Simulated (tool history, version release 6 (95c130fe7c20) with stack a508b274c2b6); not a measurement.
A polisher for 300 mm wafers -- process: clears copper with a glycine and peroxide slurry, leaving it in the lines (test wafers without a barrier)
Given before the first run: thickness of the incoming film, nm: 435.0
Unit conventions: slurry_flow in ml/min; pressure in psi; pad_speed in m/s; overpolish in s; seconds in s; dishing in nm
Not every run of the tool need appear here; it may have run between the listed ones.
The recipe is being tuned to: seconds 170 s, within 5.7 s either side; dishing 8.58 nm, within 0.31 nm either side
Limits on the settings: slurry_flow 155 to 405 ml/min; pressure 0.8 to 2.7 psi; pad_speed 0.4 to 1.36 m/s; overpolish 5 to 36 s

| run | hour | slurry_flow | pressure | pad_speed | overpolish | seconds | dishing |
|---|---|---|---|---|---|---|---|
| 1 | 0 | 260 | 1.7 | 0.88 | 18 | 112.76 | 40.277 |
| 2 | 2.1 | 260 | 1.5 | 0.88 | 18 | 125.39 | 37.611 |
| 3 | 6.1 | 245 | 1.5 | 0.82 | 16 | 133.1 | 32.835 |
| 4 | 11.8 | 265 | 1.4 | 0.78 | 15 | 143.14 | 28.096 |
| 5 | 20 | 285 | 1.4 | 0.74 | 14 | 145.2 | 26.022 |
| 6 | 28.8 | 300 | 1.4 | 0.7 | 13 | 149.53 | 23.863 |
| 7 | 33.5 | 315 | 1.4 | 0.66 | 12 | 156.04 | 21.49 |
| 8 | 35.8 | 325 | 1.4 | 0.62 | 11 | 160.83 | 19.003 |
| 9 | 43.3 | 335 | 1.4 | 0.6 | 10 | 161.61 | 17.048 |
|  | 47.2 | head pressure recalibrated |
| 10 | 47.2 | 335 | 1.4 | 0.6 | 10 | 170.23 | 16.836 |
| 11 | 50.7 | 345 | 1.4 | 0.58 | 9 | 177.3 | 14.84 |
| 12 | 57.8 | 355 | 1.5 | 0.56 | 8 | 172.53 | 13.661 |
| 13 | 59.3 | 360 | 1.6 | 0.54 | 8 | 167.44 | 13.92 |
| 14 | 64.5 | 365 | 1.6 | 0.52 | 8 | 172.3 | 13.78 |
| 15 | 65.1 | 370 | 1.6 | 0.5 | 8 | 180.4 | 13.093 |
| 16 | 69.6 | 375 | 1.7 | 0.48 | 8 | 173.63 | 13.33 |
| 17 | 76.1 | 380 | 1.7 | 0.46 | 8 | 177.01 | 12.961 |
| 18 | 83.7 | 385 | 1.7 | 0.46 | 8 | 177.96 | 13.061 |
| 19 | 91.4 | 390 | 1.7 | 0.46 | 8 | 178.11 | 13.105 |

Below are 4 possible settings for the next run. Only one of them brings all results inside the allowed miss of their targets. Which is it?
| A | 99.1 | 405 | 1.8 | 0.46 | 5 | ? | ? |
| B | 99.1 | 405 | 1.7 | 0.48 | 14 | ? | ? |
| C | 99.1 | 405 | 1.2 | 0.56 | 18 | ? | ? |
| D | 99.1 | 400 | 1.6 | 0.46 | 14 | ? | ? |

| move | seconds | dishing |
|---|---|---|
| A | 171.15 | 8.7569 |
| B | 172.61 | 23.315 |
| C | 192.27 | 26.45 |
| D | 183.16 | 22.064 |
A: all results land within tolerance of their targets
B: further off than the last run
C: further off than the last run
D: further off than the last run
A meets every target.
